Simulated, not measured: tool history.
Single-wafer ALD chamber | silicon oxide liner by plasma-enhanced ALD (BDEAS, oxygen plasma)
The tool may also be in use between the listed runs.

| run | hour | heater temperature setpoint (°C) | number of ALD cycles (cycles) | mean film thickness on the monitor wafer (nm) |
|---|---|---|---|---|
| 1 | 0.0 | 325 | 69 | 6.1784 |
| 2 | 8.0 | 321 | 69 | 6.2161 |
| 3 | 9.7 | 328 | 69 | 6.1312 |
| 4 | 16.4 | 329 | 66 | 5.8699 |
| 5 | 19.7 | 329 | 64 | 5.7014 |
| 6 | 28.2 | 329 | 59 | 5.2396 |

The next listed run, before its measurement:
| 7 | 29.5 | 329 | 59 | ? |

{"run 7": {"mean film thickness on the monitor wafer (nm)": 5.2241}}

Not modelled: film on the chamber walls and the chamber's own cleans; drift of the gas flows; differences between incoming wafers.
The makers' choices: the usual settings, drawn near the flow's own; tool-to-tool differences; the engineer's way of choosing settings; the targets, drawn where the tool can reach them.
